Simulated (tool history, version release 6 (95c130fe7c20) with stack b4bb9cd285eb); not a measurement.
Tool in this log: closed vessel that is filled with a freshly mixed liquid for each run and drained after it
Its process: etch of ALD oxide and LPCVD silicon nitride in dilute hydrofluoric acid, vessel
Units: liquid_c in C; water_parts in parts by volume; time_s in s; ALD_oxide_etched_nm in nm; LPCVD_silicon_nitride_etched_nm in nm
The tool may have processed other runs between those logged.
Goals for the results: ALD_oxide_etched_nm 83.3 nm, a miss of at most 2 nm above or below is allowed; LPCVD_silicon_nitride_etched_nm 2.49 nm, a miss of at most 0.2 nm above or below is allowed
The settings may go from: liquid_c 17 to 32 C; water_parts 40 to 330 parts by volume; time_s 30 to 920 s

run,hour,liquid_c,water_parts,time_s,ALD_oxide_etched_nm,LPCVD_silicon_nitride_etched_nm
1,0,24,185,470,28.88,1.1723
2,6.8,23.5,135,495,43.013,1.5659
3,14.3,23.5,100,490,60.127,2.1479
4,18.5,22,100,490,56.926,1.8847
5,24.8,22,100,400,46.133,1.594
6,29,24,100,400,50.029,1.7578
7,37.1,24.5,80,390,63.866,2.2209
8,41.6,25,40,350,123.23,3.8936
9,44.7,23.5,40,350,116.36,3.7502
10,47.3,19.5,50,325,72.14,2.1646
11,49.6,20,50,320,72.1,2.1175
12,56.9,20.5,50,315,72.62,2.1068
13,65.6,21,50,310,73.315,2.2562
14,70.5,20.5,40,350,101.77,3.0168
15,72.8,20,45,350,89.042,2.5757
16,75,20,50,350,78.928,2.3226
17,78.8,20.5,50,350,80.592,2.3303

Below are 5 possible settings for the next run. Only one of them brings all results inside the allowed miss of their targets. Which is it?
A,82.6,28.5,80,410,?,?
B,82.6,22,70,460,?,?
C,82.6,27.5,85,480,?,?
D,82.6,21,40,280,?,?
E,82.6,21.5,65,440,?,?

move,ALD_oxide_etched_nm,LPCVD_silicon_nitride_etched_nm
A,78.612,2.9243
B,78.785,2.4375
C,82.75,3.0221
D,83.529,2.391
E,79.984,2.423
A: moves away from the targets compared with the last run
B: moves away from the targets compared with the last run
C: puts the biggest miss on target and leaves a different result outside tolerance
D: each result inside its tolerance
E: moves away from the targets compared with the last run
Go with D: it meets all targets.
